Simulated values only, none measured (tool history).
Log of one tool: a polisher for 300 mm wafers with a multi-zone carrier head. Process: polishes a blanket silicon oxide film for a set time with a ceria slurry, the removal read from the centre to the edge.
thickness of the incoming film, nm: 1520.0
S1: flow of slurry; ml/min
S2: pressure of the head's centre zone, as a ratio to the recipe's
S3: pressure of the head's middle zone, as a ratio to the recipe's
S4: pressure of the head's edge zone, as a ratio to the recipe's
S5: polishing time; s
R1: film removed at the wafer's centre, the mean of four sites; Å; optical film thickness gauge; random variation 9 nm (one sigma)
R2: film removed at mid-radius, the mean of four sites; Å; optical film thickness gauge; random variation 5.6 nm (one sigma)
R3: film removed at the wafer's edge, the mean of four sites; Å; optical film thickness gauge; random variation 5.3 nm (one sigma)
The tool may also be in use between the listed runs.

Run 1, hour 0: S1 310 ml/min, S2 1, S3 1, S4 1, S5 75 s. Result: R1 5225.4 Å, R2 5029.1 Å, R3 5047.6 Å.
Run 2, hour 6.6: S1 310 ml/min, S2 1, S3 1, S4 1, S5 68 s. Result: R1 4763 Å, R2 4589 Å, R3 4551 Å.
Run 3, hour 11.9: S1 320 ml/min, S2 0.99, S3 1.04, S4 1.02, S5 72 s. Result: R1 4994.5 Å, R2 5029 Å, R3 4832.3 Å.
Run 4, hour 19.2: S1 320 ml/min, S2 0.97, S3 1.06, S4 1.04, S5 76 s. Result: R1 5222 Å, R2 5403.2 Å, R3 5199.7 Å.
Run 5, hour 21.9: S1 350 ml/min, S2 0.97, S3 1.06, S4 1.04, S5 76 s. Result: R1 5162.5 Å, R2 5393 Å, R3 5212.9 Å.
Run 6, hour 23.6: S1 350 ml/min, S2 0.96, S3 1.08, S4 1.05, S5 79 s. Result: R1 5414.7 Å, R2 5803.8 Å, R3 5406.8 Å.

The next listed run, before its measurement:
Run 7, hour 27.1: S1 370 ml/min, S2 0.86, S3 1.13, S4 1.15, S5 93 s. Result: R1 ?, R2 ?, R3 ?.

{"run 7": {"R1": 5662.9, "R2": 7115.2, "R3": 6728.2}}

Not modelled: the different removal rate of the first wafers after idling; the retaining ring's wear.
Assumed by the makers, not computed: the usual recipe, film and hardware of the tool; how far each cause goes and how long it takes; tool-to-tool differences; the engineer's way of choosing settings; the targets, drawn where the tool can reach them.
